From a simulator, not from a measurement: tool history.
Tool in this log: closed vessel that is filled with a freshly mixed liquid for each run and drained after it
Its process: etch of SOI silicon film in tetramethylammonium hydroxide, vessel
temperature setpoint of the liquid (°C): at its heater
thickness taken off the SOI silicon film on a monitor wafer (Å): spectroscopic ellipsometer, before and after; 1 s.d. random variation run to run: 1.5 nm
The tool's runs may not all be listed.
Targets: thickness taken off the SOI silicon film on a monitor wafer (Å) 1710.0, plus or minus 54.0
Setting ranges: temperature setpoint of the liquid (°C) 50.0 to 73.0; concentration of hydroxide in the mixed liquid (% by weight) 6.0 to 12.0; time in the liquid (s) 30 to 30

run,hour,temperature setpoint of the liquid (°C),concentration of hydroxide in the mixed liquid (% by weight),time in the liquid (s),thickness taken off the SOI silicon film on a monitor wafer (Å)
1,0.0,60.0,8.0,30,1053.1
2,7.4,61.5,8.0,30,1162.4
3,15.3,62.5,8.0,30,1245.9
4,21.3,63.5,8.0,30,1318.1
5,25.1,61.5,8.0,30,1169.4
6,29.4,61.5,7.0,30,1186.3
7,34.0,61.5,7.0,30,1215.1
8,42.3,68.0,7.0,30,1806.1
# hour 51.1: thermometer replaced
9,51.1,67.5,7.0,30,1952.7
10,53.3,67.0,7.0,30,1894.6
11,59.9,66.0,7.0,30,1782.6

Pick the move, out of 5, that brings all results within their allowed miss; only one does.
A,66.5,65.5,7.5,30,?
B,66.5,66.0,6.0,30,?
C,66.5,66.5,6.5,30,?
D,66.5,66.0,6.5,30,?
E,66.5,67.0,6.5,30,?

move,thickness taken off the SOI silicon film on a monitor wafer (Å)
A,1687.4
B,1838.4
C,1860.2
D,1805.2
E,1916.7
A: every result lands within tolerance
B: misses by more than the last run did
C: misses by more than the last run did
D: misses by more than the last run did
E: misses by more than the last run did
Answer: A
